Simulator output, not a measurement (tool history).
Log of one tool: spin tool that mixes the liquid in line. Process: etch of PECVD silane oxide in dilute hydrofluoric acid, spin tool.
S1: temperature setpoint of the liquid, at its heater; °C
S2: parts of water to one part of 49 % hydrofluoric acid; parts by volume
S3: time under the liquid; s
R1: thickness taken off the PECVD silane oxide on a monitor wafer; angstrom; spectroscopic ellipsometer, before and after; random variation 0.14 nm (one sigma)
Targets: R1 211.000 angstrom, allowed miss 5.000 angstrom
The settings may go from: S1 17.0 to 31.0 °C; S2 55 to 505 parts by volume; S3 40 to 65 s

Run 1, day 0.000: S1 23.0 °C, S2 280 parts by volume, S3 65 s. Result: R1 53.596 angstrom.
Run 2, day 0.346: S1 23.0 °C, S2 380 parts by volume, S3 65 s. Result: R1 36.065 angstrom.
Run 3, day 0.671: S1 23.0 °C, S2 380 parts by volume, S3 40 s. Result: R1 22.117 angstrom.
Run 4, day 0.800: S1 24.5 °C, S2 305 parts by volume, S3 45 s. Result: R1 34.955 angstrom.
Run 5, day 0.821: S1 24.5 °C, S2 210 parts by volume, S3 45 s. Result: R1 55.637 angstrom.
Run 6, day 1.033: S1 24.5 °C, S2 310 parts by volume, S3 45 s. Result: R1 34.146 angstrom.
Run 7, day 1.304: S1 23.0 °C, S2 255 parts by volume, S3 50 s. Result: R1 46.108 angstrom.
Run 8, day 1.475: S1 25.0 °C, S2 210 parts by volume, S3 55 s. Result: R1 69.239 angstrom.
Run 9, day 1.588: S1 26.5 °C, S2 175 parts by volume, S3 55 s. Result: R1 91.024 angstrom.
Run 10, day 1.858: S1 27.5 °C, S2 150 parts by volume, S3 55 s. Result: R1 115.120 angstrom.
Run 11, day 2.171: S1 28.5 °C, S2 135 parts by volume, S3 55 s. Result: R1 133.880 angstrom.
Run 12, day 2.392: S1 29.0 °C, S2 125 parts by volume, S3 55 s. Result: R1 149.780 angstrom.
Run 13, day 2.696: S1 29.0 °C, S2 125 parts by volume, S3 55 s. Result: R1 149.820 angstrom.
Run 14, day 2.912: S1 29.5 °C, S2 115 parts by volume, S3 55 s. Result: R1 166.340 angstrom.
Run 15, day 3.088: S1 30.0 °C, S2 110 parts by volume, S3 55 s. Result: R1 178.410 angstrom.
Run 16, day 3.400: S1 30.0 °C, S2 105 parts by volume, S3 55 s. Result: R1 189.080 angstrom.
Run 17, day 3.550: S1 31.0 °C, S2 85 parts by volume, S3 55 s. Result: R1 249.850 angstrom.

Which of these 4 next moves meets every target?
Run A, day 3.700: S1 31.0 °C, S2 120 parts by volume, S3 65 s. Result: R1 ?.
Run B, day 3.700: S1 31.0 °C, S2 85 parts by volume, S3 65 s. Result: R1 ?.
Run C, day 3.700: S1 31.0 °C, S2 115 parts by volume, S3 65 s. Result: R1 ?.
Run D, day 3.700: S1 29.5 °C, S2 115 parts by volume, S3 65 s. Result: R1 ?.

move       R1
   A  196.520
   B  291.800
   C  206.520
   D  195.390
A: takes the result that was furthest off past its target
B: further off than the last run
C: meets every target
D: takes the result that was furthest off past its target
Move C is the one to make.
